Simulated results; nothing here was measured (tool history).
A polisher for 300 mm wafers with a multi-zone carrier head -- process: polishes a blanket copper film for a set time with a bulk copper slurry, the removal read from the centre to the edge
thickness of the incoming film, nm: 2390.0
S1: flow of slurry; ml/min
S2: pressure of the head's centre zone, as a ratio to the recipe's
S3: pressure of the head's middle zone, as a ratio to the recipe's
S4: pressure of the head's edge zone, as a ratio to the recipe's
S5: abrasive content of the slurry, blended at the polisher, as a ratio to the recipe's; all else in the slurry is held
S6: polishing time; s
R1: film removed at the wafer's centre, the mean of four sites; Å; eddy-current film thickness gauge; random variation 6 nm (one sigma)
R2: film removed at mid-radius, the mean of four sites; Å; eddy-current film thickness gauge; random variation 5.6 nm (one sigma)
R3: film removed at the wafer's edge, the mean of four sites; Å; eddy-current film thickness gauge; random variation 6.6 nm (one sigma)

run    day   S1    S2    S3    S4    S5  S6      R1      R2      R3
  1  0.000  285  1.00  1.00  1.00  1.00  41  3981.8  4027.1  3947.5
  2  0.233  290  1.03  1.02  1.00  1.05  41  4193.3  4187.1  4032.5
  3  0.421  290  1.03  1.02  1.03  1.05  41  4174.6  4167.7  4043.3
  4  0.788  295  1.05  1.03  1.03  1.10  41  4395.0  4137.2  4186.8
  5  1.088  300  1.07  1.06  1.01  1.10  41  4379.7  4289.7  4073.1
  6  1.404  300  1.01  1.06  1.01  1.10  41  4190.3  4258.5  4086.0
  7  1.608  305  1.04  1.08  1.00  1.15  41  4404.5  4439.9  4099.1
  8  1.929  310  1.06  1.09  1.00  1.20  41  4600.0  4600.6  4193.2
  9  1.958  315  1.08  1.10  1.00  1.20  41  4678.7  4626.7  4051.8
 10  2.050  315  1.09  1.10  1.01  1.25  41  4808.4  4750.7  4308.5
 11  2.375  320  1.11  1.10  1.01  1.25  41  4786.9  4745.4  4263.3
 12  2.646  320  1.12  1.09  1.00  1.30  41  4980.9  4763.6  4328.3
 13  2.850  320  1.13  1.09  1.00  1.30  41  4969.5  4745.0  4301.2

Run 14 comes next. What will it give?
 14  3.079  325  1.14  1.09  1.00  1.30  41   ?   ?   ?

Run 14 produced R1 4988.3 Å, R2 4719.5 Å, R3 4255.7 Å.
